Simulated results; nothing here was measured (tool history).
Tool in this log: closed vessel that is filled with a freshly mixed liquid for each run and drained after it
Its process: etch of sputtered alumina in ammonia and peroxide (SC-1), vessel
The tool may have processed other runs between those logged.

run	hour	temperature setpoint of the liquid (K)	parts of 29 % ammonia solution to one part of 30 % peroxide (parts by volume)	time in the liquid (s)	thickness taken off the sputtered alumina on a monitor wafer (nm)
1	0	326.15	0.75	155	9.9892
2	2	323.65	0.75	155	8.8097
3	7.1	321.65	0.75	155	7.7407
4	8.8	316.15	0.75	155	5.6472
5	16.8	312.65	0.75	155	4.6306
6	20.2	312.65	0.65	155	4.5926

Estimate the outcome of run 7 from the log above:
7	29	313.15	0.65	155	?

thickness taken off the sputtered alumina on a monitor wafer (nm): 4.7016
